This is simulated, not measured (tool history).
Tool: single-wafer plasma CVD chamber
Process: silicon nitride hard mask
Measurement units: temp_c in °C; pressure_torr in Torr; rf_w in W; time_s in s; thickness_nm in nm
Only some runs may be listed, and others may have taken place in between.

run,hour,temp_c,pressure_torr,rf_w,time_s,thickness_nm
1,0.0,385,1.14,265,39.4,39.101
2,5.4,385,1.22,265,39.4,40.332
3,13.8,385,1.27,265,39.4,40.985
4,15.8,385,1.10,265,39.4,38.468
5,24.4,385,1.10,230,39.4,34.592
6,29.2,385,1.10,230,39.4,34.530
7,33.9,385,1.20,235,39.4,36.669
8,38.2,385,1.28,235,39.4,37.656
9,45.1,385,1.34,240,39.4,39.026
10,52.0,385,1.39,240,39.4,39.487

Run 11, settings as shown, results not yet in. Your forecast:
11,53.0,385,1.43,245,39.4,?

Run 11 measured thickness_nm 40.564 nm.
